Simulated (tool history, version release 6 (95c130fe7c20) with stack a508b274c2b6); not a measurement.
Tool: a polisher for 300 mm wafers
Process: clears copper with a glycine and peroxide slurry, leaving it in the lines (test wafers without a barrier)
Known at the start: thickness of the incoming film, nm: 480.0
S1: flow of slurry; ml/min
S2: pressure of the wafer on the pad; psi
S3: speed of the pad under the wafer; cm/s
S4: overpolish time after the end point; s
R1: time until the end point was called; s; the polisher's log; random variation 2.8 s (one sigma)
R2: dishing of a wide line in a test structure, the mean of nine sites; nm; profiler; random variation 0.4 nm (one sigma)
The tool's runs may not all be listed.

run  hour   S1   S2   S3  S4      R1      R2
  1   0.0  205  2.6   86  17  120.56  37.406
  2   6.4  205  2.6  106  17  101.61  41.104
  3  10.3  200  2.3   98  15  119.33  34.767
  4  17.2  200  2.3   98  22  120.26  43.677
  5  18.9  195  2.1   92  18  135.90  34.969
  6  24.5  195  2.1   92  12  131.91  27.388

Forecast run 7:
  7  33.2  195  1.9  88  12   ?   ?

R1: 146.59 s
R2: 24.443 nm
